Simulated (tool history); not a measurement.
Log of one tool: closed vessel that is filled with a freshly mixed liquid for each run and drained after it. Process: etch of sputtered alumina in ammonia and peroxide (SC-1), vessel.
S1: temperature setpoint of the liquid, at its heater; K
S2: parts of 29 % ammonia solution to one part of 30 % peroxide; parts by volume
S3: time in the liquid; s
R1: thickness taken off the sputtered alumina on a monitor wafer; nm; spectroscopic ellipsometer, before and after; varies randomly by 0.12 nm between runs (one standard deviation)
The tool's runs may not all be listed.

{"run": 1, "hour": 0.0, "S1": 331.15, "S2": 0.5, "S3": 135, "R1": 8.1717}
{"run": 2, "hour": 8.9, "S1": 334.65, "S2": 0.5, "S3": 135, "R1": 9.8508}
{"run": 3, "hour": 12.8, "S1": 337.15, "S2": 0.5, "S3": 135, "R1": 11.055}
{"run": 4, "hour": 19.0, "S1": 337.15, "S2": 0.5, "S3": 135, "R1": 11.066}
{"run": 5, "hour": 26.9, "S1": 333.15, "S2": 0.5, "S3": 135, "R1": 8.9796}
{"run": 6, "hour": 29.1, "S1": 333.15, "S2": 0.4, "S3": 135, "R1": 8.7994}

Run 7 is up next; what results do you expect?
{"run": 7, "hour": 31.6, "S1": 341.15, "S2": 0.45, "S3": 135, "R1": "?"}

{"run 7": {"R1": 13.54}}
